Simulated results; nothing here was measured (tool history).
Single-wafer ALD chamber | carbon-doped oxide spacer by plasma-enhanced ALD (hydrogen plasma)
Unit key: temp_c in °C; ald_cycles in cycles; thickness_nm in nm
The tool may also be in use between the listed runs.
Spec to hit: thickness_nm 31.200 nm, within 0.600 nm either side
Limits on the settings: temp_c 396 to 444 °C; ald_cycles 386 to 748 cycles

run 1 hour=0.0 | temp_c=420 ald_cycles=567 | thickness_nm=27.829
run 2 hour=7.9 | temp_c=417 ald_cycles=579 | thickness_nm=28.568
run 3 hour=16.8 | temp_c=417 ald_cycles=502 | thickness_nm=24.727
run 4 hour=26.4 | temp_c=417 ald_cycles=443 | thickness_nm=21.899
run 5 hour=30.1 | temp_c=417 ald_cycles=406 | thickness_nm=19.985
run 6 hour=32.1 | temp_c=425 ald_cycles=406 | thickness_nm=19.628
run 7 hour=40.3 | temp_c=420 ald_cycles=459 | thickness_nm=22.342
run 8 hour=50.0 | temp_c=417 ald_cycles=497 | thickness_nm=24.420
run 9 hour=58.6 | temp_c=417 ald_cycles=497 | thickness_nm=24.525
run 10 hour=64.3 | temp_c=413 ald_cycles=519 | thickness_nm=25.821
run 11 hour=71.6 | temp_c=410 ald_cycles=540 | thickness_nm=27.077
run 12 hour=76.3 | temp_c=400 ald_cycles=618 | thickness_nm=31.851

Exercise: of the 5 proposed moves below, exactly one satisfies all targets within the stated allowed misses. Which move is it?
run A hour=81.0 | temp_c=405 ald_cycles=658 | thickness_nm=?
run B hour=81.0 | temp_c=398 ald_cycles=600 | thickness_nm=?
run C hour=81.0 | temp_c=406 ald_cycles=635 | thickness_nm=?
run D hour=81.0 | temp_c=396 ald_cycles=618 | thickness_nm=?
run E hour=81.0 | temp_c=409 ald_cycles=654 | thickness_nm=?

move=A thickness_nm=33.511
move=B thickness_nm=31.146
move=C thickness_nm=32.250
move=D thickness_nm=32.100
move=E thickness_nm=32.940
A: its largest miss is bigger than the last run's
B: all results in spec
C: its largest miss is bigger than the last run's
D: its largest miss is bigger than the last run's
E: its largest miss is bigger than the last run's
The right move is B.
